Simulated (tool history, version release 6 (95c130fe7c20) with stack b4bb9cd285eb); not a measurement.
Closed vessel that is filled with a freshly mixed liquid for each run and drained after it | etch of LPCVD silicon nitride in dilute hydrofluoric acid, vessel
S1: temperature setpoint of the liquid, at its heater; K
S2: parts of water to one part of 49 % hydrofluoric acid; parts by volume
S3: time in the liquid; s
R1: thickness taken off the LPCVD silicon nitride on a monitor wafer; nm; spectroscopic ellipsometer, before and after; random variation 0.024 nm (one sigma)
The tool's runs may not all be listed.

run,hour,S1,S2,S3,R1
1,0,293.15,230,770,1.4007
2,8.7,294.15,230,770,1.5174
3,13,294.15,230,770,1.4779
4,21.4,295.65,230,770,1.6428
5,29.3,296.65,230,770,1.7534
6,35.2,297.15,230,770,1.799
7,40.3,297.65,230,770,1.8374
8,47.2,297.65,230,770,1.8412

Run 9 comes next. What will it give?
9,51.6,298.15,230,770,?

R1: 1.9329 nm

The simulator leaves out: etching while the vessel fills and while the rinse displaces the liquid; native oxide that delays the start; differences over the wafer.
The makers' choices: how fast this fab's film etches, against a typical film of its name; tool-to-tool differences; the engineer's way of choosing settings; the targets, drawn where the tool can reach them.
